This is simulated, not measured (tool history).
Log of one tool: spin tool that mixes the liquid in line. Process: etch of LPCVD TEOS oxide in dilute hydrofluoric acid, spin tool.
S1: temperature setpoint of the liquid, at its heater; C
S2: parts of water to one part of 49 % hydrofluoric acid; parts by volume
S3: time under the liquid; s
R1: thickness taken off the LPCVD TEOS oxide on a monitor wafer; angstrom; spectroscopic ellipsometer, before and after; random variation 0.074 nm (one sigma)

run,hour,S1,S2,S3,R1
1,0,22,150,20,34.203
2,5.5,19.5,150,20,30.646
3,14.1,21,135,20,37.152
4,19.8,19,135,20,34.257
5,25.5,19,135,20,34.112
6,26.4,20.5,125,20,39.212

Forecast run 7:
7,32.7,22,115,20,?

R1: 46.371 angstrom
